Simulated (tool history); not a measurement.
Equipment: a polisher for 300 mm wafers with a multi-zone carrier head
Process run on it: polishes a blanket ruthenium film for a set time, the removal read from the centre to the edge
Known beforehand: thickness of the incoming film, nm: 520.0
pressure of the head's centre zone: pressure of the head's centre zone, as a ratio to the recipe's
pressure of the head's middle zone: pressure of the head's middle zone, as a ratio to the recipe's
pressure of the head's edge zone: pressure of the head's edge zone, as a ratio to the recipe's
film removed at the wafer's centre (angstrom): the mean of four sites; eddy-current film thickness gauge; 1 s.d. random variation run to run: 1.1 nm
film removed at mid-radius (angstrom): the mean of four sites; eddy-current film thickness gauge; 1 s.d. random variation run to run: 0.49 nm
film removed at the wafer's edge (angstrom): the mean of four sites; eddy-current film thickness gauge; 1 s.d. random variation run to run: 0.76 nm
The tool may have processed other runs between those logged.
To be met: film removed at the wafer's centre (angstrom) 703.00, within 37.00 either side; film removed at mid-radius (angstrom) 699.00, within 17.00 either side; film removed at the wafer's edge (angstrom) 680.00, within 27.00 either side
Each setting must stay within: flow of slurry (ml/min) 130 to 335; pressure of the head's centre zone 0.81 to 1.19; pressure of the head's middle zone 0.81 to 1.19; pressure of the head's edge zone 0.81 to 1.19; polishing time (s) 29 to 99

run,hour,flow of slurry (ml/min),pressure of the head's centre zone,pressure of the head's middle zone,pressure of the head's edge zone,polishing time (s),film removed at the wafer's centre (angstrom),film removed at mid-radius (angstrom),film removed at the wafer's edge (angstrom)
1,0.0,215,1.00,1.00,1.00,64,1004.20,1017.40,1028.10
2,8.7,215,1.00,0.99,0.97,60,943.92,938.55,946.79
3,14.3,215,1.00,0.99,0.97,74,1148.30,1168.40,1134.30
4,17.0,210,0.99,0.98,0.94,69,1082.50,1069.90,1042.90
5,17.8,210,0.99,0.98,0.87,69,1071.50,1063.80,1013.80
6,19.4,205,0.99,0.98,0.86,64,972.24,973.76,938.09
7,23.7,205,1.00,0.98,0.85,60,926.60,927.96,872.97
8,29.0,200,1.00,0.97,0.84,57,881.13,866.70,833.97
9,32.4,200,1.00,0.97,0.83,55,842.11,842.33,802.16
10,38.2,200,1.00,0.97,0.83,53,815.94,810.68,766.97
11,42.5,200,0.99,0.96,0.83,52,805.55,789.24,750.89
12,45.6,195,0.97,0.95,0.83,52,784.17,775.82,754.54
13,50.9,195,0.97,0.95,0.83,51,779.05,760.93,745.47
14,58.3,195,0.97,0.95,0.83,50,756.31,738.26,717.53
15,61.9,190,0.96,0.95,0.83,50,758.91,745.07,715.92
16,69.2,185,0.94,0.95,0.83,50,708.14,747.59,712.49
17,78.2,180,0.94,0.95,0.83,50,724.04,733.99,705.64
18,86.7,175,0.94,0.95,0.83,50,717.10,734.55,712.19
19,90.2,180,0.94,0.94,0.82,49,692.98,721.70,699.34
20,93.7,180,0.95,0.94,0.82,49,706.27,719.32,691.56

Exercise: of the 5 proposed moves below, exactly one satisfies all targets within the stated allowed misses. Which move is it?
A,97.2,165,1.01,1.07,0.81,46,?,?,?
B,97.2,175,0.96,0.96,0.85,50,?,?,?
C,97.2,130,0.92,0.97,0.81,52,?,?,?
D,97.2,260,0.94,0.92,0.81,46,?,?,?
E,97.2,190,0.92,0.88,0.86,50,?,?,?

move,film removed at the wafer's centre (angstrom),film removed at mid-radius (angstrom),film removed at the wafer's edge (angstrom)
A,708.03,754.67,652.35
B,739.98,755.21,730.09
C,698.94,754.18,717.23
D,705.27,704.98,682.75
E,719.60,710.87,741.08
A: misses by more than the last run did
B: misses by more than the last run did
C: misses by more than the last run did
D: each result inside its tolerance
E: brings the result that was furthest off to its target, and leaves another outside
So the answer is move D, the one that meets all the targets.

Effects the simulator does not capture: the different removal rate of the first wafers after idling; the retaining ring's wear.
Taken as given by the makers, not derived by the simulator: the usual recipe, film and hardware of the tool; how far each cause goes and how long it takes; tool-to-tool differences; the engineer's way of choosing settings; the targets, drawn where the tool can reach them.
